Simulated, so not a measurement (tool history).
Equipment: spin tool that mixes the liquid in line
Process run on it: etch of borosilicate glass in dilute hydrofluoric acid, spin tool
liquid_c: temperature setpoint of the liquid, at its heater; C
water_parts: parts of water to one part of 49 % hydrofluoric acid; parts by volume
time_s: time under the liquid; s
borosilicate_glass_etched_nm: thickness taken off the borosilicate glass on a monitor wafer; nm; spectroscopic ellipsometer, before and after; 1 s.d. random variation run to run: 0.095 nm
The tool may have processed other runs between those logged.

run 1 hour=0 | liquid_c=23 water_parts=200 time_s=95 | borosilicate_glass_etched_nm=8.0549
run 2 hour=8.7 | liquid_c=25 water_parts=195 time_s=95 | borosilicate_glass_etched_nm=8.9337
run 3 hour=13.8 | liquid_c=26.5 water_parts=195 time_s=95 | borosilicate_glass_etched_nm=9.4317
run 4 hour=22.2 | liquid_c=27.5 water_parts=195 time_s=95 | borosilicate_glass_etched_nm=9.9011
run 5 hour=26.4 | liquid_c=28 water_parts=195 time_s=95 | borosilicate_glass_etched_nm=9.9281
run 6 hour=35.2 | liquid_c=25.5 water_parts=195 time_s=95 | borosilicate_glass_etched_nm=9.1335

Run 7, settings as shown, results not yet in. Your forecast:
run 7 hour=41.3 | liquid_c=27 water_parts=195 time_s=95 | borosilicate_glass_etched_nm=?

Run 7 gave borosilicate_glass_etched_nm 9.607 nm.

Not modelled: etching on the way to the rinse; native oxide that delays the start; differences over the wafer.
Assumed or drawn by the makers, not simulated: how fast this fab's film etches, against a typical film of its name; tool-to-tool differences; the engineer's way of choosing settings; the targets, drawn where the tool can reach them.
